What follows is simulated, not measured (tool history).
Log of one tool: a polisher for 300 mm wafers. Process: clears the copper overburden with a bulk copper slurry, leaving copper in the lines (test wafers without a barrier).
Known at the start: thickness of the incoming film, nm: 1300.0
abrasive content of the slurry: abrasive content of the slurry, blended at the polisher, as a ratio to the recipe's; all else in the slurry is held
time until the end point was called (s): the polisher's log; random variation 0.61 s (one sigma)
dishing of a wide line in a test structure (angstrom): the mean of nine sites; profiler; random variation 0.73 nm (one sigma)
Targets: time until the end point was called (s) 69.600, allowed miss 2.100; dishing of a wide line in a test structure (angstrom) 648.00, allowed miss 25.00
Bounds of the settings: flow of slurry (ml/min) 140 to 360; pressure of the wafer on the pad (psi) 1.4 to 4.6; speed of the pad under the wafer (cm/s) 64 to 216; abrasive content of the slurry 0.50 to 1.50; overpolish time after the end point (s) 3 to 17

| run | hour | flow of slurry (ml/min) | pressure of the wafer on the pad (psi) | speed of the pad under the wafer (cm/s) | abrasive content of the slurry | overpolish time after the end point (s) | time until the end point was called (s) | dishing of a wide line in a test structure (angstrom) |
|---|---|---|---|---|---|---|---|---|
| 1 | 0.0 | 230 | 3.0 | 140 | 1.00 | 9 | 81.410 | 613.20 |
| 2 | 6.1 | 235 | 3.1 | 140 | 1.00 | 9 | 79.318 | 618.05 |
| 3 | 13.3 | 235 | 3.2 | 140 | 1.00 | 9 | 77.785 | 621.36 |
| 4 | 19.8 | 235 | 3.2 | 140 | 1.00 | 12 | 78.659 | 696.18 |
| 5 | 23.2 | 235 | 3.2 | 140 | 1.00 | 11 | 76.512 | 684.57 |
| 6 | 25.1 | 235 | 3.3 | 140 | 1.00 | 11 | 76.464 | 694.07 |
| 7 | 31.4 | 235 | 3.3 | 140 | 1.00 | 10 | 77.378 | 667.16 |
| 8 | 33.9 | 235 | 3.3 | 140 | 1.00 | 10 | 77.627 | 685.13 |
| 9 | 37.6 | 240 | 3.3 | 142 | 1.00 | 9 | 75.735 | 638.15 |
| 10 | 42.7 | 240 | 3.4 | 142 | 1.00 | 9 | 73.848 | 644.97 |
| 11 | 46.2 | 240 | 3.5 | 142 | 1.00 | 9 | 72.431 | 653.34 |

Which of these 5 next moves meets every target?
| A | 49.7 | 225 | 3.0 | 160 | 1.10 | 9 | ? | ? |
| B | 49.7 | 205 | 3.2 | 140 | 1.10 | 10 | ? | ? |
| C | 49.7 | 235 | 3.8 | 134 | 0.85 | 9 | ? | ? |
| D | 49.7 | 235 | 3.4 | 136 | 1.00 | 10 | ? | ? |
| E | 49.7 | 205 | 3.5 | 128 | 1.20 | 9 | ? | ? |

| move | time until the end point was called (s) | dishing of a wide line in a test structure (angstrom) |
|---|---|---|
| A | 69.377 | 666.86 |
| B | 76.761 | 670.56 |
| C | 76.028 | 646.05 |
| D | 76.878 | 672.33 |
| E | 77.288 | 638.05 |
A: meets every target
B: further off than the last run
C: further off than the last run
D: further off than the last run
E: further off than the last run
Move A is the one to make.
